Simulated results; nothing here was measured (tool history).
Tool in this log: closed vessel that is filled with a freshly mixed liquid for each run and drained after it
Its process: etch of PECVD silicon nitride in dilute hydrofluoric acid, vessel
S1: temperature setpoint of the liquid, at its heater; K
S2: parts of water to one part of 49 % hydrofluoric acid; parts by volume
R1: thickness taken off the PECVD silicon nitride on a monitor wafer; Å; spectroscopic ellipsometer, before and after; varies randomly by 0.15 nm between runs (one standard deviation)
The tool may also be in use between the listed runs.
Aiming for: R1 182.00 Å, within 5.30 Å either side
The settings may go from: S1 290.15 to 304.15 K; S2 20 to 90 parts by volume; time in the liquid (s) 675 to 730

run 1 hour=0.0 | S1=296.15 S2=50 time_in_the_liquid_(s)=675 | R1=243.35
run 2 hour=3.5 | S1=295.65 S2=50 time_in_the_liquid_(s)=675 | R1=235.43
run 3 hour=12.9 | S1=295.65 S2=35 time_in_the_liquid_(s)=675 | R1=332.47
run 4 hour=21.2 | S1=295.65 S2=50 time_in_the_liquid_(s)=675 | R1=230.55
-- hour=25.5 hydrofluoric acid flow meter replaced
run 5 hour=25.5 | S1=295.15 S2=50 time_in_the_liquid_(s)=675 | R1=204.56
run 6 hour=27.2 | S1=295.15 S2=65 time_in_the_liquid_(s)=675 | R1=157.09
run 7 hour=29.4 | S1=295.65 S2=65 time_in_the_liquid_(s)=675 | R1=164.34
run 8 hour=35.6 | S1=296.15 S2=65 time_in_the_liquid_(s)=675 | R1=167.39
run 9 hour=39.1 | S1=296.65 S2=65 time_in_the_liquid_(s)=675 | R1=174.09

Exercise: of the 5 proposed moves below, exactly one satisfies all targets within the stated allowed misses. Which move is it?
run A hour=42.6 | S1=295.15 S2=60 time_in_the_liquid_(s)=675 | R1=?
run B hour=42.6 | S1=296.15 S2=65 time_in_the_liquid_(s)=725 | R1=?
run C hour=42.6 | S1=299.65 S2=85 time_in_the_liquid_(s)=700 | R1=?
run D hour=42.6 | S1=295.15 S2=65 time_in_the_liquid_(s)=710 | R1=?
run E hour=42.6 | S1=297.65 S2=75 time_in_the_liquid_(s)=720 | R1=?

move=A R1=172.08
move=B R1=182.88
move=C R1=170.91
move=D R1=167.37
move=E R1=174.45
A: lands further from the targets than the last run did
B: in spec on every target
C: lands further from the targets than the last run did
D: lands further from the targets than the last run did
E: about the same distance from the targets as the last run
B meets every target.
